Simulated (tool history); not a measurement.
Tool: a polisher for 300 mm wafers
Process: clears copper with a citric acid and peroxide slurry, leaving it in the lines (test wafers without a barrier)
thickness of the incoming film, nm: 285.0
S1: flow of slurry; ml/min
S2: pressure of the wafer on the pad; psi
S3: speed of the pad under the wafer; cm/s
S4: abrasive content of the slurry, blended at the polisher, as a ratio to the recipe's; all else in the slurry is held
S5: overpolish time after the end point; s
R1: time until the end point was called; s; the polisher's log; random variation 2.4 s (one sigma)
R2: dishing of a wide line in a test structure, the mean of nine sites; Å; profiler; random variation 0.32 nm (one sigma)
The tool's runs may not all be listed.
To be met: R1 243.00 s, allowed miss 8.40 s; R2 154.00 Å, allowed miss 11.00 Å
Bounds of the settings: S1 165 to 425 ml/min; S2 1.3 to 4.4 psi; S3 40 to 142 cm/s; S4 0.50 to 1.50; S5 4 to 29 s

run,hour,S1,S2,S3,S4,S5,R1,R2
1,0.0,275,2.8,90,1.00,15,181.29,146.20
2,3.6,230,2.8,90,1.00,15,186.02,139.69
3,9.8,230,2.7,90,1.00,16,191.53,146.19
4,13.8,230,2.7,90,1.00,21,191.96,185.91
5,19.2,230,2.6,90,1.00,21,197.42,180.05
6,21.9,230,2.5,90,1.00,21,203.28,175.27
7,23.8,230,2.4,90,1.00,21,209.33,177.78
8,30.4,230,2.3,90,1.00,21,216.65,164.69
9,34.8,230,1.9,90,1.00,22,253.38,152.88

5 next moves are on the table. One of them brings every result within its allowed miss. Which?
A,39.2,255,1.8,80,1.05,24,?,?
B,39.2,310,1.8,82,1.00,26,?,?
C,39.2,170,1.7,110,0.90,22,?,?
D,39.2,195,2.0,82,0.80,26,?,?
E,39.2,185,1.8,90,0.85,23,?,?

move,R1,R2
A,284.21,146.19
B,275.79,160.38
C,243.17,154.55
D,274.34,161.45
E,274.56,145.12
A: further off than the last run
B: further off than the last run
C: meets every target
D: further off than the last run
E: further off than the last run
The right move is C.
